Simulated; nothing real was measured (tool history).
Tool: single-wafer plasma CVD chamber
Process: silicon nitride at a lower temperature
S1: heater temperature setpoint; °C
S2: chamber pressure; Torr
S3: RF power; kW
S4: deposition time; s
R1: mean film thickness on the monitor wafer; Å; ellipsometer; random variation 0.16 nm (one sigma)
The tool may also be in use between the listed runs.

run 1 day=0.000 | S1=345 S2=1.76 S3=0.385 S4=34.1 | R1=493.35
run 2 day=0.242 | S1=345 S2=1.70 S3=0.380 S4=34.1 | R1=481.93
run 3 day=0.600 | S1=345 S2=1.65 S3=0.380 S4=34.1 | R1=476.08
run 4 day=0.867 | S1=345 S2=1.61 S3=0.380 S4=34.1 | R1=473.00
run 5 day=1.033 | S1=336 S2=1.61 S3=0.380 S4=34.1 | R1=477.18
run 6 day=1.175 | S1=336 S2=1.61 S3=0.430 S4=34.1 | R1=524.49
run 7 day=1.250 | S1=336 S2=1.55 S3=0.425 S4=34.1 | R1=513.70
run 8 day=1.542 | S1=336 S2=1.49 S3=0.420 S4=34.1 | R1=497.94

Run 9 comes next. What will it give?
run 9 day=1.821 | S1=336 S2=1.14 S3=0.390 S4=34.1 | R1=?

R1: 418.66 Å

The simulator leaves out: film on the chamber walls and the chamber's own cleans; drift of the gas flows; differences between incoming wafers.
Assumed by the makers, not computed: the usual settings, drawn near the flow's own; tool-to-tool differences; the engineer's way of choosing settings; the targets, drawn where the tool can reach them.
